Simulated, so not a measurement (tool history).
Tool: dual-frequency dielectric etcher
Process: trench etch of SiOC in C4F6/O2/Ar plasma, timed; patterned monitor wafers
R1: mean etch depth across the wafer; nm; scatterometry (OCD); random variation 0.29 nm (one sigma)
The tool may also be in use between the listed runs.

run 1 day=0 | source_power_(W)=310 bias_power_(W)=148 etch_time_(s)=30.5 | R1=51.634
run 2 day=0.083 | source_power_(W)=350 bias_power_(W)=148 etch_time_(s)=30.5 | R1=54.381
run 3 day=0.421 | source_power_(W)=350 bias_power_(W)=148 etch_time_(s)=30.5 | R1=53.763
run 4 day=0.592 | source_power_(W)=350 bias_power_(W)=160 etch_time_(s)=30.5 | R1=55.46
run 5 day=0.854 | source_power_(W)=320 bias_power_(W)=151 etch_time_(s)=30.5 | R1=52.456
run 6 day=1.125 | source_power_(W)=290 bias_power_(W)=145 etch_time_(s)=30.5 | R1=50.034
run 7 day=1.454 | source_power_(W)=270 bias_power_(W)=140 etch_time_(s)=30.5 | R1=48.765
run 8 day=1.658 | source_power_(W)=210 bias_power_(W)=110 etch_time_(s)=30.5 | R1=41.196
run 9 day=1.825 | source_power_(W)=210 bias_power_(W)=111 etch_time_(s)=30.5 | R1=41.357

Run 10 comes next. What will it give?
run 10 day=2.138 | source_power_(W)=210 bias_power_(W)=112 etch_time_(s)=30.5 | R1=?

Run 10 gave R1 41.46 nm.
